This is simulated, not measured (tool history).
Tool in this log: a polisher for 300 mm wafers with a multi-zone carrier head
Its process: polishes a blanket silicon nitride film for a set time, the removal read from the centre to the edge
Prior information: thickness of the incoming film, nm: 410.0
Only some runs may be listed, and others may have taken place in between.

run	hour	flow of slurry (ml/min)	pressure of the head's centre zone	pressure of the head's middle zone	pressure of the head's edge zone	polishing time (s)	film removed at the wafer's centre (angstrom)	film removed at mid-radius (angstrom)	film removed at the wafer's edge (angstrom)
1	0.0	140	1.00	1.00	1.00	44	910.24	895.19	844.74
2	1.9	140	1.07	1.00	1.00	44	960.24	893.44	853.11
3	6.3	145	1.04	1.00	1.03	45	950.01	917.98	889.02
4	10.2	145	1.04	1.00	1.09	45	956.62	917.23	913.73
# hour 15.3: edge zone pressure recalibrated
5	15.3	145	1.10	1.00	1.09	45	1005.80	920.86	966.95
6	19.1	175	1.10	1.00	1.09	45	1035.30	945.97	974.15
7	26.9	170	1.08	1.00	1.11	46	1050.50	956.08	999.26
8	27.7	155	1.07	1.01	1.12	47	1015.90	976.09	1025.80

Forecast run 9:
9	29.2	160	1.07	1.02	1.13	47	?	?	?

{"run 9": {"film removed at the wafer's centre (angstrom)": 1040.6, "film removed at mid-radius (angstrom)": 996.94, "film removed at the wafer's edge (angstrom)": 1042.5}}
